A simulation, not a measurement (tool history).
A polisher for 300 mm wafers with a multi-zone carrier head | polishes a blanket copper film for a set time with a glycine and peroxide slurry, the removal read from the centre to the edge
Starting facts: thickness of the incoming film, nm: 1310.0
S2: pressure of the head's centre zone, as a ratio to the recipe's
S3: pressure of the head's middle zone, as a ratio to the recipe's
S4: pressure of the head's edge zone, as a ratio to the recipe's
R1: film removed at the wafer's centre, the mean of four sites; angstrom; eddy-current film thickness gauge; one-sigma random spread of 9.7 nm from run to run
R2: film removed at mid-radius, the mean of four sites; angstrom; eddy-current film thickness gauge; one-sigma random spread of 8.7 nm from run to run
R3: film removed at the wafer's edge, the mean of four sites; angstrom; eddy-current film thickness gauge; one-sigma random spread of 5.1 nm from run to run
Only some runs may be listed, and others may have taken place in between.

run 1 hour=0 | flow_of_slurry_(ml/min)=265 S2=1 S3=1 S4=1 polishing_time_(s)=70 | R1=5200.5 R2=5195.4 R3=5154.3
run 2 hour=1 | flow_of_slurry_(ml/min)=270 S2=1.01 S3=1.01 S4=1.02 polishing_time_(s)=72 | R1=5183 R2=5457.1 R3=5359
run 3 hour=9.2 | flow_of_slurry_(ml/min)=275 S2=1.02 S3=1.01 S4=1.02 polishing_time_(s)=75 | R1=5550.8 R2=5514 R3=5532.3
run 4 hour=11 | flow_of_slurry_(ml/min)=275 S2=1.03 S3=1.02 S4=1.03 polishing_time_(s)=77 | R1=5900.5 R2=5706.4 R3=5765.9
run 5 hour=11.6 | flow_of_slurry_(ml/min)=275 S2=1.03 S3=1.04 S4=1.04 polishing_time_(s)=79 | R1=6080.3 R2=6016.8 R3=5901.5
run 6 hour=17.4 | flow_of_slurry_(ml/min)=275 S2=1.03 S3=1.05 S4=1.05 polishing_time_(s)=80 | R1=5841 R2=6187.4 R3=6019.8
run 7 hour=21.1 | flow_of_slurry_(ml/min)=280 S2=1.04 S3=1.06 S4=1.06 polishing_time_(s)=81 | R1=6270.2 R2=6283.5 R3=6180.5
run 8 hour=24.3 | flow_of_slurry_(ml/min)=285 S2=1.04 S3=1.07 S4=1.07 polishing_time_(s)=82 | R1=6348.4 R2=6544.8 R3=6225.6
run 9 hour=30.8 | flow_of_slurry_(ml/min)=285 S2=1.04 S3=1.07 S4=1.08 polishing_time_(s)=83 | R1=6268.2 R2=6353.6 R3=6373.9
run 10 hour=34.9 | flow_of_slurry_(ml/min)=285 S2=1.04 S3=1.08 S4=1.09 polishing_time_(s)=84 | R1=6498 R2=6827.2 R3=6449.3
run 11 hour=43 | flow_of_slurry_(ml/min)=285 S2=1.04 S3=1.08 S4=1.1 polishing_time_(s)=85 | R1=6391.6 R2=6724.4 R3=6603.5
run 12 hour=50.7 | flow_of_slurry_(ml/min)=285 S2=1.04 S3=1.08 S4=1.1 polishing_time_(s)=85 | R1=6480.6 R2=6702.7 R3=6565.5
run 13 hour=54.2 | flow_of_slurry_(ml/min)=290 S2=1.04 S3=1.08 S4=1.11 polishing_time_(s)=86 | R1=6515 R2=6710.1 R3=6662.1
run 14 hour=58.7 | flow_of_slurry_(ml/min)=290 S2=1.04 S3=1.08 S4=1.11 polishing_time_(s)=87 | R1=6755.3 R2=6784.6 R3=6721.2
run 15 hour=65 | flow_of_slurry_(ml/min)=290 S2=1.04 S3=1.08 S4=1.12 polishing_time_(s)=87 | R1=6797.7 R2=6807.1 R3=6770.2
run 16 hour=70.5 | flow_of_slurry_(ml/min)=290 S2=1.04 S3=1.08 S4=1.12 polishing_time_(s)=87 | R1=6702.2 R2=6874.6 R3=6706.4

Forecast run 17:
run 17 hour=74.5 | flow_of_slurry_(ml/min)=290 S2=1.04 S3=1.08 S4=1.12 polishing_time_(s)=87 | R1=? R2=? R3=?

Run 17 gave R1 6774.3 angstrom, R2 6961.4 angstrom, R3 6702.1 angstrom.
